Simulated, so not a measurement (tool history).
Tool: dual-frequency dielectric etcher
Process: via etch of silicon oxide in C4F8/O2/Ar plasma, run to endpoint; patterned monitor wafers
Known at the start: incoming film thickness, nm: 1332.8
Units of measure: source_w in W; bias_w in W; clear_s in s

run  hour  source_w  bias_w  clear_s
  1   0.0      2300    1765   245.99
  2   5.1      2050    1669   262.06
  3   8.1      1880    1622   274.80
  4  16.6      2100    1622   263.14
     21.9  -- wet clean of the chamber
  5  21.9      1940    1582   282.90
  6  25.1      1940    1853   268.35
  7  33.6      1830    1831   274.57
  8  35.0      1830    1831   274.64
  9  42.5      1740    1812   281.20

The next listed run, before its measurement:
 10  46.6      1670    1798        ?

clear_s: 286.74 s

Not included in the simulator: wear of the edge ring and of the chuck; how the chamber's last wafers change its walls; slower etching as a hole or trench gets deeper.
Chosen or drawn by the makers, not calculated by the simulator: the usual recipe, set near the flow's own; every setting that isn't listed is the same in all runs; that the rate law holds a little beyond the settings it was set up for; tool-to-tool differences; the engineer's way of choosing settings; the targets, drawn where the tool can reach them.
